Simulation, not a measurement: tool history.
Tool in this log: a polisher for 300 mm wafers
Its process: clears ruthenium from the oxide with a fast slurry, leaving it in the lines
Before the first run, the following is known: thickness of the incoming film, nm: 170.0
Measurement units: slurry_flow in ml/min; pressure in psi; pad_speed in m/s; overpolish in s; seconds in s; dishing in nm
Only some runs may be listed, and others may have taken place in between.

run,day,slurry_flow,pressure,pad_speed,slurry_solids,overpolish,seconds,dishing
1,0.000,300,2.4,0.80,1.0,27,57.456,53.293
2,0.188,300,2.7,0.80,1.0,30,50.583,62.525
3,0.242,300,2.7,0.80,0.8,30,56.067,57.902
4,0.592,225,2.7,0.80,0.8,30,57.995,59.039
5,0.783,180,2.7,0.80,0.8,30,58.953,58.158
6,0.846,180,2.7,0.80,0.8,26,57.734,51.205
7,0.971,180,3.0,0.80,0.8,29,51.808,60.512

The next listed run, before its measurement:
8,1.029,180,3.2,0.82,0.8,32,?,?

{"run 8": {"seconds": 48.723, "dishing": 71.769}}
